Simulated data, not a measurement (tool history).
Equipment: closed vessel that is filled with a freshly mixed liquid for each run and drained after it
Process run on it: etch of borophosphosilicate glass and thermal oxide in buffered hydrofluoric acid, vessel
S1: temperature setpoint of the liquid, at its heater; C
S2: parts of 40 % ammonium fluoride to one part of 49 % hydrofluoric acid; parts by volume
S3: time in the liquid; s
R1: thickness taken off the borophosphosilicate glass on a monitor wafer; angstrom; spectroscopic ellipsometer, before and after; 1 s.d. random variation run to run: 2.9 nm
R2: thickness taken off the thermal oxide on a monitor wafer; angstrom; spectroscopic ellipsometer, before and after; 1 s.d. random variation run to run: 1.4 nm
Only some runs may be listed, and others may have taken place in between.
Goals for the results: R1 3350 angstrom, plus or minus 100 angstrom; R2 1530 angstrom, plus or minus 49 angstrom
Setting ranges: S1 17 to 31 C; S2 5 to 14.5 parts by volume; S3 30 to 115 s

| run | hour | S1 | S2 | S3 | R1 | R2 |
|---|---|---|---|---|---|---|
| 1 | 0 | 23 | 9 | 60 | 1626.4 | 756.47 |
| 2 | 6.4 | 24.5 | 8.5 | 60 | 1875.2 | 864.55 |
| 3 | 10.9 | 24.5 | 8.5 | 85 | 2695 | 1216.8 |
| 4 | 14.7 | 25.5 | 8.5 | 85 | 2822.4 | 1290.2 |
| 5 | 22.8 | 25.5 | 11 | 85 | 2183.4 | 1026.9 |
| 6 | 29.5 | 26.5 | 10.5 | 85 | 2403.7 | 1109.6 |
|  | 34.4 | hydrofluoric acid flow meter replaced |
| 7 | 34.4 | 27.5 | 10.5 | 85 | 2377.2 | 1086.4 |
| 8 | 36.8 | 30 | 7.5 | 85 | 3709.2 | 1704.2 |
| 9 | 43.9 | 29.5 | 7.5 | 85 | 3564.6 | 1652.7 |
| 10 | 52.2 | 29 | 7.5 | 85 | 3486.5 | 1589.7 |

Which of these 4 next moves meets every target?
| A | 60.5 | 27.5 | 7 | 90 | ? | ? |
| B | 60.5 | 28 | 6 | 70 | ? | ? |
| C | 60.5 | 20.5 | 6 | 115 | ? | ? |
| D | 60.5 | 21 | 5.5 | 105 | ? | ? |

| move | R1 | R2 |
|---|---|---|
| A | 3677.7 | 1700.4 |
| B | 3364.1 | 1552 |
| C | 3699.1 | 1696.4 |
| D | 3745.1 | 1714.5 |
A: misses by more than the last run did
B: each result inside its tolerance
C: misses by more than the last run did
D: misses by more than the last run did
Go with B: it meets all targets.
